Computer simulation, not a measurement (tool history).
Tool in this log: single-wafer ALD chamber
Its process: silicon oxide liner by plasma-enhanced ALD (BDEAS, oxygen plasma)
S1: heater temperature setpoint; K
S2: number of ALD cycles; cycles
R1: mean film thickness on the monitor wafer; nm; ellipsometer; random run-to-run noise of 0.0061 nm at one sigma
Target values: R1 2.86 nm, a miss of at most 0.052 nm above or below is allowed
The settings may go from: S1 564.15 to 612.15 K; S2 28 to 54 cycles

| run | hour | S1 | S2 | R1 |
|---|---|---|---|---|
| 1 | 0 | 588.15 | 41 | 3.6013 |
| 2 | 1.8 | 599.15 | 41 | 3.5328 |
| 3 | 3.7 | 600.15 | 39 | 3.3564 |
| 4 | 9.9 | 610.15 | 39 | 3.3002 |
| 5 | 17.3 | 610.15 | 42 | 3.5469 |
| 6 | 26.3 | 612.15 | 42 | 3.5384 |
| 7 | 29.8 | 612.15 | 40 | 3.3726 |
| 8 | 37 | 612.15 | 33 | 2.7879 |
| 9 | 40.4 | 611.15 | 33 | 2.7967 |
| 10 | 44 | 610.15 | 33 | 2.8051 |
| 11 | 52.4 | 609.15 | 33 | 2.7927 |

Below are 5 possible settings for the next run. Only one of them brings all results inside the allowed miss of their targets. Which is it?
| A | 60.8 | 612.15 | 31 | ? |
| B | 60.8 | 605.15 | 32 | ? |
| C | 60.8 | 611.15 | 34 | ? |
| D | 60.8 | 604.15 | 32 | ? |
| E | 60.8 | 600.15 | 31 | ? |

| move | R1 |
|---|---|
| A | 2.6171 |
| B | 2.7335 |
| C | 2.8752 |
| D | 2.738 |
| E | 2.6701 |
A: moves away from the targets compared with the last run
B: moves away from the targets compared with the last run
C: in spec on every target
D: moves away from the targets compared with the last run
E: moves away from the targets compared with the last run
Correct choice: C, which meets every target
